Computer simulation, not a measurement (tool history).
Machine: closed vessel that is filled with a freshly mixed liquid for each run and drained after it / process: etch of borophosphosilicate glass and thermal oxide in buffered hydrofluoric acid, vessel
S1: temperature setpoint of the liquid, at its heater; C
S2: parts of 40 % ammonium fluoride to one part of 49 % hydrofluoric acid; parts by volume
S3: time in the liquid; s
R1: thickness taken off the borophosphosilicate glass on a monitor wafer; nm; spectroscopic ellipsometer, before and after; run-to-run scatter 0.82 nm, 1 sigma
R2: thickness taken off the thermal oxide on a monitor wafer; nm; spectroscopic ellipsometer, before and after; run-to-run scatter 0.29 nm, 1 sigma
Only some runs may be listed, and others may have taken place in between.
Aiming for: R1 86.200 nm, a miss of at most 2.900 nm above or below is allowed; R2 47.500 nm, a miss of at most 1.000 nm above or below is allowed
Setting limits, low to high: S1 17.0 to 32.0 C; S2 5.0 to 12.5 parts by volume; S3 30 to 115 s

run 1 day=0.000 | S1=24.0 S2=7.5 S3=60 | R1=176.690 R2=97.579
run 2 day=0.308 | S1=24.0 S2=5.5 S3=60 | R1=234.670 R2=127.890
run 3 day=0.633 | S1=21.5 S2=7.0 S3=60 | R1=164.690 R2=90.924
run 4 day=0.671 | S1=20.0 S2=8.0 S3=60 | R1=132.380 R2=72.305
run 5 day=0.883 | S1=19.0 S2=8.5 S3=60 | R1=116.280 R2=64.946
run 6 day=1.204 | S1=19.0 S2=7.0 S3=60 | R1=144.680 R2=78.872
run 7 day=1.421 | S1=18.5 S2=8.0 S3=60 | R1=122.670 R2=65.838
run 8 day=1.592 | S1=18.0 S2=8.5 S3=60 | R1=109.720 R2=59.646
run 9 day=1.733 | S1=17.0 S2=10.0 S3=60 | R1=90.161 R2=50.366

Which of these 4 next moves meets every target?
run A day=1.875 | S1=17.0 S2=5.5 S3=35 | R1=? R2=?
run B day=1.875 | S1=20.0 S2=12.0 S3=60 | R1=? R2=?
run C day=1.875 | S1=17.0 S2=8.5 S3=50 | R1=? R2=?
run D day=1.875 | S1=17.0 S2=10.5 S3=65 | R1=? R2=?

move=A R1=93.325 R2=50.471
move=B R1=90.562 R2=49.687
move=C R1=87.009 R2=47.474
move=D R1=94.636 R2=51.753
A: about as far from the targets as the last run
B: nearer the targets than the last run, but a result is still out of spec
C: in spec on every target
D: lands further from the targets than the last run did
Go with C: it meets all targets.

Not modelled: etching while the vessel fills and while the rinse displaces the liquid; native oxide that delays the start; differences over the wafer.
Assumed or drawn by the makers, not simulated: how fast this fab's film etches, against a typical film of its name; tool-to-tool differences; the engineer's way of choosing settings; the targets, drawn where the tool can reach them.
